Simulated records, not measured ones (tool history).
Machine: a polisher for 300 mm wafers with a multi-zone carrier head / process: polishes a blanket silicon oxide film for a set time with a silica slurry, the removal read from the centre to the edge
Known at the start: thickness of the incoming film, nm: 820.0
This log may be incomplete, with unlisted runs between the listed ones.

run	hour	flow of slurry (ml/min)	pressure of the head's centre zone	pressure of the head's middle zone	pressure of the head's edge zone	abrasive content of the slurry	polishing time (s)	film removed at the wafer's centre (angstrom)	film removed at mid-radius (angstrom)	film removed at the wafer's edge (angstrom)
1	0.0	290	1.00	1.00	1.00	1.00	52	1424.8	1410.2	1422.7
2	5.7	290	1.00	1.05	1.00	1.00	52	1429.6	1468.0	1412.0
3	6.6	290	0.99	1.08	1.03	1.15	52	1476.6	1612.4	1510.7
4	8.9	295	1.00	1.09	1.06	1.25	52	1498.7	1652.9	1573.1
5	13.4	295	1.01	1.10	1.07	1.35	53	1599.5	1701.4	1611.2
6	14.2	295	1.01	1.05	1.07	1.35	53	1599.1	1663.1	1609.1
7	15.5	295	1.01	1.07	1.09	1.40	54	1640.9	1799.3	1685.6
8	18.3	295	1.01	1.06	1.11	1.45	55	1668.7	1801.9	1763.9

The next listed run, before its measurement:
9	22.9	300	1.01	1.08	1.11	1.45	55	?	?	?

Run 9 yielded film removed at the wafer's centre (angstrom) 1686.7, film removed at mid-radius (angstrom) 1818.3, film removed at the wafer's edge (angstrom) 1770.5.
